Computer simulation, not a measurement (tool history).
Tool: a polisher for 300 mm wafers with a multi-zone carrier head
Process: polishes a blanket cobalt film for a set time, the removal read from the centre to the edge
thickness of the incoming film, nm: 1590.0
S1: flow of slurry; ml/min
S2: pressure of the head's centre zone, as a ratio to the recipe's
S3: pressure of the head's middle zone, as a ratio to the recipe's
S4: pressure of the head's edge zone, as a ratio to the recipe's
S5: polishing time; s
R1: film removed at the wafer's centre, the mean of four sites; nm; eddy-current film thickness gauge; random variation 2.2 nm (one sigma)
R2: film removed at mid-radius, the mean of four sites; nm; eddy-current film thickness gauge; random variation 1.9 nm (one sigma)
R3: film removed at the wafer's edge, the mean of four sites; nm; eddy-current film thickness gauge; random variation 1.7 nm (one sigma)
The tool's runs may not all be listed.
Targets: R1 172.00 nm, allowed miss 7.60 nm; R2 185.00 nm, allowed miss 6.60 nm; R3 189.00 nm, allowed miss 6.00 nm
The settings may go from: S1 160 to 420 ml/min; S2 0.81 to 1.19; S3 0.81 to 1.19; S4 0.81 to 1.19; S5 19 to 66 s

run  hour   S1    S2    S3    S4  S5      R1      R2      R3
  1   0.0  270  1.00  1.00  1.00  42  282.96  282.23  294.19
  2   5.6  270  1.00  1.00  1.00  38  253.53  254.45  265.75
  3  10.7  270  0.99  0.99  0.98  37  244.60  246.85  252.48
  4  11.6  270  0.99  0.99  0.98  41  271.30  281.09  280.15
  5  13.5  265  0.98  0.98  0.98  39  257.67  258.83  271.76
  6  20.2  265  0.90  0.98  0.98  39  231.66  253.60  266.19
  7  21.3  265  0.90  0.97  0.96  38  226.47  251.70  261.10
  8  28.0  265  0.90  0.96  0.95  36  215.91  235.74  245.20
  9  32.6  265  0.90  0.96  0.95  36  215.40  235.60  245.07
 10  33.2  265  0.90  0.95  0.94  35  209.68  225.67  240.32
 11  39.0  255  0.91  0.97  0.84  25  149.09  164.29  161.04
 12  44.7  265  0.91  0.97  0.86  25  154.82  165.93  161.58
 13  49.6  270  0.91  0.97  0.88  25  151.74  166.87  164.65
 14  53.2  270  0.92  0.97  0.90  25  155.17  164.19  168.15
 15  56.3  305  0.95  1.07  1.00  27  172.17  193.85  190.42

5 next moves are on the table. One of them brings every result within its allowed miss. Which?
  A  59.4  385  0.98  1.06  1.12  25   ?   ?   ?
  B  59.4  255  0.95  1.08  1.01  28   ?   ?   ?
  C  59.4  305  0.91  1.08  0.96  27   ?   ?   ?
  D  59.4  355  1.00  1.01  1.19  25   ?   ?   ?
  E  59.4  290  0.98  1.15  0.99  27   ?   ?   ?

move      R1      R2      R3
   A  170.60  181.45  188.90
   B  177.63  198.91  197.43
   C  167.35  195.37  189.43
   D  172.83  173.03  192.80
   E  179.46  205.11  190.70
A: meets every target
B: further off than the last run
C: further off than the last run
D: takes the result that was furthest off past its target
E: further off than the last run
Move A is the one to make.
